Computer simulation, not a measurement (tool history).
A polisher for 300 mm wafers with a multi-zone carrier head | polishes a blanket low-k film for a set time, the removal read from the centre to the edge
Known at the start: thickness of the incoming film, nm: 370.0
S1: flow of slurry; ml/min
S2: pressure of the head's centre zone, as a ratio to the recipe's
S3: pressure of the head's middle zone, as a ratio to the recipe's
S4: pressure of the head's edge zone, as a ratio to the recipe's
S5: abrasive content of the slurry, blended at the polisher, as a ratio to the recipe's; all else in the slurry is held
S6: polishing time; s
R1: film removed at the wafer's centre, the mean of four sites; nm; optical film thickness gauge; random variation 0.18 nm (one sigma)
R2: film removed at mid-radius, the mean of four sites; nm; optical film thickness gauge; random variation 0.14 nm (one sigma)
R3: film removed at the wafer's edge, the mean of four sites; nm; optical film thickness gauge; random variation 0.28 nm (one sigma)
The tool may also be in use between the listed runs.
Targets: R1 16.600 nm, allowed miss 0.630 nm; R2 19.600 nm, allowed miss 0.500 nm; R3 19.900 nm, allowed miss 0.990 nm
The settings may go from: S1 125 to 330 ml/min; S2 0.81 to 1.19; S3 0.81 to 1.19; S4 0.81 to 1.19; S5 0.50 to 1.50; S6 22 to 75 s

| run | hour | S1 | S2 | S3 | S4 | S5 | S6 | R1 | R2 | R3 |
|---|---|---|---|---|---|---|---|---|---|---|
| 1 | 0.0 | 210 | 1.00 | 1.00 | 1.00 | 1.00 | 48 | 16.869 | 16.761 | 16.858 |
| 2 | 2.2 | 175 | 1.00 | 1.00 | 1.00 | 1.00 | 48 | 16.225 | 16.128 | 16.152 |
| 3 | 8.9 | 195 | 0.98 | 1.01 | 1.02 | 1.00 | 48 | 16.241 | 16.605 | 16.854 |
| 4 | 10.4 | 210 | 0.97 | 1.02 | 1.03 | 1.00 | 48 | 16.378 | 17.311 | 17.286 |
| 5 | 12.5 | 210 | 0.97 | 1.02 | 1.03 | 0.85 | 48 | 15.167 | 15.706 | 16.193 |
| 6 | 15.7 | 210 | 0.97 | 0.95 | 1.03 | 0.85 | 48 | 14.879 | 14.936 | 15.827 |
| 7 | 23.3 | 225 | 0.96 | 0.98 | 1.05 | 0.85 | 48 | 14.887 | 15.581 | 16.051 |
| 8 | 26.1 | 225 | 0.96 | 0.99 | 1.08 | 0.90 | 48 | 15.446 | 16.117 | 16.546 |
| 9 | 29.6 | 230 | 0.94 | 0.99 | 1.10 | 0.95 | 48 | 15.634 | 16.449 | 17.898 |
| 10 | 38.3 | 245 | 0.93 | 1.01 | 1.10 | 0.95 | 48 | 15.852 | 17.164 | 17.687 |
| 11 | 45.5 | 250 | 0.92 | 1.02 | 1.11 | 0.95 | 48 | 15.880 | 16.960 | 17.343 |
| 12 | 52.0 | 240 | 0.91 | 1.04 | 1.12 | 1.00 | 48 | 15.511 | 17.842 | 18.284 |
| 13 | 55.9 | 245 | 0.91 | 1.05 | 1.13 | 1.00 | 48 | 15.611 | 18.034 | 17.958 |
| 14 | 59.7 | 250 | 0.90 | 1.05 | 1.14 | 1.00 | 48 | 15.793 | 18.058 | 18.264 |
| 15 | 62.4 | 300 | 0.87 | 1.09 | 1.19 | 1.05 | 48 | 15.570 | 19.323 | 18.744 |
| 16 | 66.9 | 300 | 0.87 | 1.08 | 1.19 | 1.05 | 48 | 15.513 | 19.302 | 18.713 |
| 17 | 69.0 | 295 | 0.87 | 1.07 | 1.19 | 1.05 | 48 | 15.583 | 18.944 | 19.665 |

Which of these 5 next moves meets every target?
| A | 71.1 | 310 | 0.98 | 1.10 | 1.09 | 1.10 | 44 | ? | ? | ? |
| B | 71.1 | 320 | 0.93 | 1.09 | 1.11 | 0.95 | 54 | ? | ? | ? |
| C | 71.1 | 290 | 0.88 | 1.04 | 1.16 | 1.05 | 51 | ? | ? | ? |
| D | 71.1 | 325 | 1.02 | 1.15 | 1.11 | 0.95 | 48 | ? | ? | ? |
| E | 71.1 | 295 | 0.87 | 1.11 | 1.15 | 1.05 | 51 | ? | ? | ? |

| move | R1 | R2 | R3 |
|---|---|---|---|
| A | 16.468 | 18.256 | 17.327 |
| B | 18.075 | 20.959 | 20.218 |
| C | 16.666 | 19.661 | 20.248 |
| D | 17.670 | 19.527 | 17.977 |
| E | 16.516 | 20.824 | 20.166 |
A: brings the result that was furthest off to its target, and leaves another outside
B: takes the result that was furthest off past its target
C: meets every target
D: takes the result that was furthest off past its target
E: brings the result that was furthest off to its target, and leaves another outside
The right move is C.
